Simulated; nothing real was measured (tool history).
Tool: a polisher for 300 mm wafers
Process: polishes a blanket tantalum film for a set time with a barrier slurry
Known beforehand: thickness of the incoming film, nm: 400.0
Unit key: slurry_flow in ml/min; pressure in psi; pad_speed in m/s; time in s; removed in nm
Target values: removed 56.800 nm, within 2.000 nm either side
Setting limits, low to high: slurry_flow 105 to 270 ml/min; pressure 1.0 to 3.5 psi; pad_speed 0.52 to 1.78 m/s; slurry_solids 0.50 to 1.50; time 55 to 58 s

run    day  slurry_flow  pressure  pad_speed  slurry_solids  time  removed
  1  0.000          175       2.2       1.14           1.00    55  100.650
  2  0.296          170       1.8       1.14           1.00    55   83.676
  3  0.358          165       1.6       1.14           1.00    55   74.588
  4  0.633          160       1.4       1.14           1.00    55   65.814
  5  0.708          155       1.3       1.14           1.00    55   60.888
  6  0.904          155       1.3       1.14           1.15    55   62.718
  7  0.933          145       1.3       1.14           1.15    55   62.524
  8  1.158          140       1.3       1.14           1.15    55   62.184
  9  1.483          135       1.3       1.14           1.15    55   61.168
 10  1.775          130       1.3       1.14           1.15    55   60.567
 11  1.888          125       1.3       1.14           1.15    55   60.808

Below are 4 possible settings for the next run. Only one of them brings all results inside the allowed miss of their targets. Which is it?
  A  2.000          130       1.3       1.10           1.10    58        ?
  B  2.000          140       1.2       1.12           1.15    55        ?
  C  2.000          110       1.3       1.10           1.05    58        ?
  D  2.000          140       1.3       1.08           1.30    58        ?

move  removed
   A   61.702
   B   56.322
   C   59.625
   D   63.042
A: the biggest miss grows against the last run
B: every result within its allowed miss
C: closer than the last run, but not yet in spec
D: the biggest miss grows against the last run
B is the move that brings every result within its allowed miss.
